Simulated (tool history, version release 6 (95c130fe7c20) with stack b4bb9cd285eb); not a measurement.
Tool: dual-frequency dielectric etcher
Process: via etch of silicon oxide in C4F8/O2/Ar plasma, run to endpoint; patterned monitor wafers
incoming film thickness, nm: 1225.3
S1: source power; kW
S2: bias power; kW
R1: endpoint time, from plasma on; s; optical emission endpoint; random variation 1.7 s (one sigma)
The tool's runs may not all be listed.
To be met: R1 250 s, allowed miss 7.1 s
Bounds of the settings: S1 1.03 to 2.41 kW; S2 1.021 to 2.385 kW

run	hour	S1	S2	R1
1	0	1.72	1.703	294.68
2	7.1	1.72	1.463	310.64
3	12.2	1.79	1.505	302.94
4	14.9	1.79	1.664	294.61
5	18.8	1.79	1.85	288.52
6	26.7	2.09	1.85	268.19
7	28.4	2.12	1.862	261.23
8	34	2.12	1.862	263.56

Which of these 5 next moves meets every target?
A	39.6	2.41	1.964	?
B	39.6	2.17	1.561	?
C	39.6	1.63	2.212	?
D	39.6	1.88	1.977	?
E	39.6	2.03	1.817	?

move	R1
A	251.46
B	281.88
C	280.58
D	276
E	275.51
A: meets every target
B: further off than the last run
C: further off than the last run
D: further off than the last run
E: further off than the last run
Answer: A
